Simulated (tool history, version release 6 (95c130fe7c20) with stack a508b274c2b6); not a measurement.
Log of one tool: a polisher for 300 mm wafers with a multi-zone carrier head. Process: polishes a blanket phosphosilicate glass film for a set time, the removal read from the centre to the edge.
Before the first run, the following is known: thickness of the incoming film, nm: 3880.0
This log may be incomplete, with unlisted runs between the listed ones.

run,hour,flow of slurry (ml/min),pressure of the head's centre zone,pressure of the head's middle zone,pressure of the head's edge zone,abrasive content of the slurry,polishing time (s),film removed at the wafer's centre (nm),film removed at mid-radius (nm),film removed at the wafer's edge (nm)
1,0,305,1,1,1,1,33,334.2,338.31,322.23
2,1.3,335,1,1,1,1,33,326.7,335.2,337.47
3,4.9,335,1,1,1,1.15,33,350.17,356.17,355.18
4,13.4,295,1,1,1,1.15,33,345.15,355.19,354.07
5,19.6,300,0.99,0.98,1.01,1.05,33,321.33,333.63,342.8
6,26.5,300,0.99,0.96,1,0.95,33,314.71,309.82,324.28
7,29.5,295,0.89,0.86,0.9,0.7,32,239.06,242.24,267.98

Estimate the outcome of run 8 from the log above:
8,33.2,295,0.9,0.86,0.89,0.7,32,?,?,?

{"run 8": {"film removed at the wafer's centre (nm)": 241.93, "film removed at mid-radius (nm)": 247.46, "film removed at the wafer's edge (nm)": 260.14}}

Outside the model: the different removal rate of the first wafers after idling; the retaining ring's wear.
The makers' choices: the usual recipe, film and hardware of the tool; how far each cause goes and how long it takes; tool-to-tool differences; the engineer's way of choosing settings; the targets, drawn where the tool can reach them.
